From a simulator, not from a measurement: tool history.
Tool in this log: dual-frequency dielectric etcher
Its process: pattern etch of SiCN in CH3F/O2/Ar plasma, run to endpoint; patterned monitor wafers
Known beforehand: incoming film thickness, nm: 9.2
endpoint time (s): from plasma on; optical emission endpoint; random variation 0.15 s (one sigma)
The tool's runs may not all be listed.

run 1 day=0.000 | source_power_(kW)=0.410 bias_power_(kW)=0.084 | endpoint_time_(s)=24.172
run 2 day=0.350 | source_power_(kW)=0.440 bias_power_(kW)=0.086 | endpoint_time_(s)=23.744
run 3 day=0.542 | source_power_(kW)=0.470 bias_power_(kW)=0.086 | endpoint_time_(s)=23.531
run 4 day=0.912 | source_power_(kW)=0.470 bias_power_(kW)=0.073 | endpoint_time_(s)=24.591
run 5 day=1.075 | source_power_(kW)=0.470 bias_power_(kW)=0.080 | endpoint_time_(s)=23.994
run 6 day=1.171 | source_power_(kW)=0.410 bias_power_(kW)=0.080 | endpoint_time_(s)=24.509
run 7 day=1.258 | source_power_(kW)=0.430 bias_power_(kW)=0.088 | endpoint_time_(s)=23.427

Predict the results of run 8:
run 8 day=1.521 | source_power_(kW)=0.440 bias_power_(kW)=0.092 | endpoint_time_(s)=?

endpoint time (s): 23.212
